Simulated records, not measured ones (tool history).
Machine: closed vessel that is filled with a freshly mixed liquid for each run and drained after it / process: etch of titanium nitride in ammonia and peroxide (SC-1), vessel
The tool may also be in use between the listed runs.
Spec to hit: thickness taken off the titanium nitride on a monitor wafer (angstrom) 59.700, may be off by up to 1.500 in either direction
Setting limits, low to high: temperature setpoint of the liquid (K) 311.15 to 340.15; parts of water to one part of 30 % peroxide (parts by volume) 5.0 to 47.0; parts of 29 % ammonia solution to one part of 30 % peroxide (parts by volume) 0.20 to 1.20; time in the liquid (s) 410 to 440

run,hour,temperature setpoint of the liquid (K),parts of water to one part of 30 % peroxide (parts by volume),parts of 29 % ammonia solution to one part of 30 % peroxide (parts by volume),time in the liquid (s),thickness taken off the titanium nitride on a monitor wafer (angstrom)
1,0.0,324.15,26.0,0.70,410,109.990
2,3.1,331.15,26.0,0.70,410,176.720
3,8.4,327.15,26.0,0.70,410,135.530
4,9.6,325.15,26.0,0.70,410,118.820
5,13.7,323.65,26.0,0.70,410,106.240
6,16.3,322.15,26.0,0.70,410,95.897
7,18.7,321.15,26.0,0.70,410,89.493
8,22.4,320.15,26.0,0.70,410,83.093
9,28.6,319.65,26.0,0.70,410,80.282
10,31.6,314.65,26.0,0.70,410,56.096

5 next moves are on the table. One of them brings every result within its allowed miss. Which?
A,34.6,314.65,32.0,0.55,440,?
B,34.6,313.65,21.5,0.85,410,?
C,34.6,315.65,27.5,0.40,440,?
D,34.6,313.65,21.5,0.55,410,?
E,34.6,314.15,28.5,0.80,440,?

move,thickness taken off the titanium nitride on a monitor wafer (angstrom)
A,50.709
B,59.519
C,55.991
D,54.981
E,56.001
A: misses by more than the last run did
B: all results in spec
C: just as far off the targets as the last run
D: misses by more than the last run did
E: just as far off the targets as the last run
B meets every target.

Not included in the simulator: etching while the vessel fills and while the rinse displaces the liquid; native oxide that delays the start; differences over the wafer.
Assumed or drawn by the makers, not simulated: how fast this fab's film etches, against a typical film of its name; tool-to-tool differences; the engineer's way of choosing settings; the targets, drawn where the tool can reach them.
